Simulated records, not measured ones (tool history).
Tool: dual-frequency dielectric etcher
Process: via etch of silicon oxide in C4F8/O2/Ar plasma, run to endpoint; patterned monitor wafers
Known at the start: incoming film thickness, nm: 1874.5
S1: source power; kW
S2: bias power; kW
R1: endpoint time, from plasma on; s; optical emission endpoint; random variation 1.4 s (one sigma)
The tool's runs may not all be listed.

| run | hour | S1 | S2 | R1 |
|---|---|---|---|---|
| 1 | 0.0 | 2.620 | 2.828 | 315.79 |
| 2 | 3.2 | 2.230 | 2.828 | 332.18 |
| 3 | 4.1 | 2.540 | 2.895 | 317.28 |
| 4 | 5.6 | 2.350 | 2.895 | 324.07 |
| 5 | 14.7 | 1.990 | 2.895 | 343.45 |
| 6 | 18.6 | 1.740 | 2.895 | 357.42 |
| 7 | 24.8 | 2.160 | 2.973 | 331.27 |
| 8 | 30.6 | 2.440 | 3.023 | 316.69 |
| 9 | 38.5 | 2.630 | 3.060 | 308.24 |
| 10 | 41.6 | 2.770 | 3.092 | 303.20 |

The next listed run, before its measurement:
| 11 | 45.4 | 2.880 | 3.122 | ? |

Run 11 gave R1 299.12 s.
